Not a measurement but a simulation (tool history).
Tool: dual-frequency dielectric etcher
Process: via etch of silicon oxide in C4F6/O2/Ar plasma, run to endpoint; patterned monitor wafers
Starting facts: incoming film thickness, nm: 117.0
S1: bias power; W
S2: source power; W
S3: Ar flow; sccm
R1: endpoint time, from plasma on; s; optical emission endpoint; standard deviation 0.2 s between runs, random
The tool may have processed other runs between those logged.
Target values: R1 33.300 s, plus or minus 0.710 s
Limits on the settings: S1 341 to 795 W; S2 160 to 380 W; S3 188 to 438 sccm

run,day,S1,S2,S3,R1
1,0.000,568,270,313,29.383
2,0.154,509,270,313,31.206
3,0.296,509,270,356,31.714
4,0.496,500,270,356,32.101
5,0.833,494,270,356,31.954
6,1.004,591,270,356,29.388
7,1.283,569,270,356,29.535
8,1.396,551,270,356,30.287
9,1.508,437,260,358,34.697

Exercise: of the 5 proposed moves below, exactly one satisfies all targets within the stated allowed misses. Which move is it?
A,1.621,388,260,370,?
B,1.621,406,270,335,?
C,1.621,415,250,341,?
D,1.621,473,220,356,?
E,1.621,410,300,396,?

move,R1
A,36.922
B,34.906
C,36.168
D,36.730
E,33.286
A: the biggest miss grows against the last run
B: the biggest miss grows against the last run
C: the biggest miss grows against the last run
D: the biggest miss grows against the last run
E: hits every target within its allowed miss
So the answer is move E, the one that meets all the targets.
